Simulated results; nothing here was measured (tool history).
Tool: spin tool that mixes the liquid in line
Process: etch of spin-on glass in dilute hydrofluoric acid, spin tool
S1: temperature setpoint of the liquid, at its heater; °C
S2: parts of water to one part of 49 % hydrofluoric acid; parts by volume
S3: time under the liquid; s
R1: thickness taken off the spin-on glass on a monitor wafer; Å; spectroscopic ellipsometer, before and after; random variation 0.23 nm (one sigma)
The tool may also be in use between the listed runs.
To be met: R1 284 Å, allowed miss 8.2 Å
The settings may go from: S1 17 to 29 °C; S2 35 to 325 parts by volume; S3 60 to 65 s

run  hour    S1   S2  S3      R1
  1     0    21  180  60  96.238
  2   2.3    21  145  60  122.71
  3   5.1    21  190  60  89.767
  4     6    21  190  60  88.675
  5  12.1  22.5  190  60   94.81
  6  12.9  22.5  190  60   95.08
  7  20.8    24  160  60  122.74
  8    22    25  135  60  155.76
  9  23.9    29   65  60  413.18
 10  30.3  27.5   65  60  394.55
 11  34.2    26   65  60  366.54
 12  36.8  24.5   65  60  345.29
     44.6  -- thermometer replaced
 13  44.6  23.5   65  60  319.32

5 next moves are on the table. One of them brings every result within its allowed miss. Which?
  A  52.4    21  70  65   ?
  B  52.4    23  70  65   ?
  C  52.4  22.5  55  65   ?
  D  52.4  24.5  70  65   ?
  E  52.4  23.5  60  60   ?

move      R1
   A  285.17
   B  309.67
   C  393.48
   D  329.11
   E  344.75
A: meets every target
B: nearer than the last run, and not there yet
C: further off than the last run
D: further off than the last run
E: further off than the last run
Answer: A

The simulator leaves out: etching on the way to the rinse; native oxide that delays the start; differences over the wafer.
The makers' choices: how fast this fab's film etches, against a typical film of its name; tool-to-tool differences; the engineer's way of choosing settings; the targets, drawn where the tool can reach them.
